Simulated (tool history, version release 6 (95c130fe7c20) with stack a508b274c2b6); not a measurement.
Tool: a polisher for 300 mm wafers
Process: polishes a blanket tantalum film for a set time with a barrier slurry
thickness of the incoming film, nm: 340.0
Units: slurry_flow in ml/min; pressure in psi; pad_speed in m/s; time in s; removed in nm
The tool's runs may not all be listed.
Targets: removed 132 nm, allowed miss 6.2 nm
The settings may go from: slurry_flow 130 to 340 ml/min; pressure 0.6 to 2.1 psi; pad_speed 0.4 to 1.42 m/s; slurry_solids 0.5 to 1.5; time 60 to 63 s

| run | day | slurry_flow | pressure | pad_speed | slurry_solids | time | removed |
|---|---|---|---|---|---|---|---|
| 1 | 0 | 220 | 1.3 | 0.9 | 1 | 60 | 70.227 |
| 2 | 0.025 | 220 | 1.3 | 0.74 | 1 | 60 | 58.274 |
| 3 | 0.129 | 220 | 1.5 | 0.8 | 1 | 60 | 70.266 |
| 4 | 0.238 | 220 | 1.5 | 0.8 | 1 | 60 | 69.989 |
| 5 | 0.367 | 220 | 1.7 | 0.86 | 1 | 60 | 82.968 |
| 6 | 0.45 | 220 | 1.9 | 0.86 | 1 | 60 | 90.305 |
| 7 | 0.604 | 220 | 2 | 0.94 | 1 | 60 | 107.65 |
| 8 | 0.838 | 220 | 2 | 0.98 | 1 | 60 | 110.31 |
| 9 | 0.929 | 220 | 2 | 1.02 | 1 | 60 | 114.79 |
| 10 | 1.1 | 220 | 2 | 1.04 | 1 | 60 | 118.02 |

Which of these 4 next moves meets every target?
| A | 1.271 | 165 | 2.1 | 1.12 | 0.95 | 61 | ? |
| B | 1.271 | 250 | 2.1 | 1.22 | 0.95 | 63 | ? |
| C | 1.271 | 220 | 1.9 | 1 | 1 | 60 | ? |
| D | 1.271 | 235 | 2 | 0.9 | 0.95 | 60 | ? |

| move | removed |
|---|---|
| A | 126.73 |
| B | 147.96 |
| C | 105.62 |
| D | 99.591 |
A: meets every target
B: takes the result that was furthest off past its target
C: further off than the last run
D: further off than the last run
The right move is A.

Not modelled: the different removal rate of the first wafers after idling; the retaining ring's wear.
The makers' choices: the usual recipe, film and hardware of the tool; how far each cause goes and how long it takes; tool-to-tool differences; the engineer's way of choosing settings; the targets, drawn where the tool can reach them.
